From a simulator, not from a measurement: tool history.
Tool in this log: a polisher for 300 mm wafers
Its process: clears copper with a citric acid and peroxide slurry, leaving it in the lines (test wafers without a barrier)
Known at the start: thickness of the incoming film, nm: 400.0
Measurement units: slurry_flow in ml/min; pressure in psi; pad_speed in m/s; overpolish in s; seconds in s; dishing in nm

run	hour	slurry_flow	pressure	pad_speed	slurry_solids	overpolish	seconds	dishing
1	0.0	270	2.8	1.22	1.0	25	226.73	41.241
2	3.4	270	3.1	1.24	1.0	21	200.74	39.610
3	4.2	205	3.1	1.24	1.0	21	205.82	38.894
4	8.3	205	3.1	1.24	1.0	12	209.71	24.451
5	14.7	205	3.1	1.24	1.0	8	203.47	16.469
6	18.5	205	3.1	1.06	1.0	8	231.88	14.221
7	24.1	200	3.3	1.12	1.0	9	217.72	17.920
8	24.8	200	3.6	1.16	1.0	9	188.80	20.200
9	33.5	195	3.8	1.20	1.0	10	171.70	22.911

Run 10 comes next. What will it give?
10	37.9	195	4.4	1.20	1.0	19	?	?

{"run 10": {"seconds": 153.91, "dishing": 47.948}}
